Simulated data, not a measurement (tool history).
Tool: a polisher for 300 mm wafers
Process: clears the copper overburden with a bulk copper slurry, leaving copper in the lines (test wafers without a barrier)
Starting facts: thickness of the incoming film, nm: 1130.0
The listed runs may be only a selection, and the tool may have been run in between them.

run  hour  flow of slurry (ml/min)  pressure of the wafer on the pad (psi)  speed of the pad under the wafer (m/s)  abrasive content of the slurry  overpolish time after the end point (s)  time until the end point was called (s)  dishing of a wide line in a test structure (angstrom)
  1     0                      195                                     2.6                                    1.06                               1                                       21                                   106.35                                                 861.02
  2   5.7                      195                                     2.8                                    1.06                               1                                       20                                   100.23                                                  868.4
  3  13.1                      230                                     2.8                                    1.06                               1                                       20                                   97.748                                                 861.67
  4  21.7                      230                                     2.4                                    1.06                               1                                       20                                   111.06                                                 801.52
  5  30.3                      230                                     2.6                                    1.06                               1                                       20                                   106.47                                                 844.95
     33.7  -- head pressure recalibrated
  6  33.7                      230                                     2.3                                    1.06                               1                                       20                                   122.75                                                 737.88

Run 7 is up next; what results do you expect?
  7  41.5                      230                                     2.5                                    1.08                               1                                       19                                        ?                                                      ?

{"run 7": {"time until the end point was called (s)": 114.37, "dishing of a wide line in a test structure (angstrom)": 773.93}}
